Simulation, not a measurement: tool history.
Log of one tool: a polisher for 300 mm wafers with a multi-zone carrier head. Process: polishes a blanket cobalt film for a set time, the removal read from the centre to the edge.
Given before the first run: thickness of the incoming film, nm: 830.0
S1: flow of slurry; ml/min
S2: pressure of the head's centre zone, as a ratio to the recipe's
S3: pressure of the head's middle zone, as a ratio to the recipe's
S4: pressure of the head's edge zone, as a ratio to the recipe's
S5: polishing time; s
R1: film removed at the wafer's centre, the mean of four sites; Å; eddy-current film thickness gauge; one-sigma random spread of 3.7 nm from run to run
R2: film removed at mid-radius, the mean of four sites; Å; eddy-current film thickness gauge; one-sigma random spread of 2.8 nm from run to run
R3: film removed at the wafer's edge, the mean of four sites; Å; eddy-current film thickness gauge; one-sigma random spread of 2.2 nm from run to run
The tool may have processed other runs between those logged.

run,hour,S1,S2,S3,S4,S5,R1,R2,R3
1,0.0,160,1.00,1.00,1.00,53,1977.7,1976.7,1959.9
2,6.5,160,1.00,1.00,1.00,59,2245.1,2216.4,2160.3
3,11.5,165,1.01,1.01,1.03,61,2298.8,2333.6,2265.4
4,15.2,165,1.01,1.01,1.10,61,2329.8,2304.5,2373.7
5,19.2,165,1.01,0.95,1.10,61,2325.6,2197.1,2348.7
6,24.0,165,1.01,0.88,1.10,61,2318.2,2091.6,2374.7
7,32.9,210,1.06,0.98,1.15,75,3079.9,2883.5,3033.0
8,37.3,210,1.06,0.99,1.15,75,3077.3,2863.1,3020.7
9,39.5,210,1.06,1.00,1.15,75,3032.5,2912.3,3041.1
10,42.4,210,1.07,1.01,1.14,75,3166.5,2930.9,2999.8

Run 11 comes next. What will it give?
11,45.8,210,1.07,1.02,1.14,75,?,?,?

R1: 3074.3 Å
R2: 2947.7 Å
R3: 3031.3 Å
